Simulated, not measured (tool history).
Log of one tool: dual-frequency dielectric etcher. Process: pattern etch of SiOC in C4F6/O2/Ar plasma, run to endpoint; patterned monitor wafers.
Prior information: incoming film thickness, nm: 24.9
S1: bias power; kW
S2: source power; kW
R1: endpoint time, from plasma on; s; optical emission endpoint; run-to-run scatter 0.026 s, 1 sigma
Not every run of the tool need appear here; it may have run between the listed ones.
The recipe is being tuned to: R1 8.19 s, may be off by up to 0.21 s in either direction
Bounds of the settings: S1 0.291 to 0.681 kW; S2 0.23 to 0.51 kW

run,hour,S1,S2,R1
1,0,0.486,0.37,9.3896
2,1.8,0.486,0.33,9.8878
3,8.6,0.507,0.34,9.5453
4,12.7,0.525,0.34,9.4517
5,17.9,0.541,0.35,9.2561
6,20.5,0.541,0.3,9.9761
# hour 28.2: bias power generator calibrated
7,28.2,0.556,0.31,9.5119
8,31.9,0.57,0.32,9.3323

Consider the 5 candidate settings below. Which is the only one whose results all fall within their allowed miss of target?
A,35.6,0.636,0.35,?
B,35.6,0.681,0.36,?
C,35.6,0.622,0.44,?
D,35.6,0.681,0.41,?
E,35.6,0.652,0.41,?

move,R1
A,8.5429
B,8.2163
C,7.7982
D,7.7637
E,7.895
A: nearer than the last run, and not there yet
B: hits every target within its allowed miss
C: takes the result that was furthest off past its target
D: takes the result that was furthest off past its target
E: takes the result that was furthest off past its target
B meets every target.
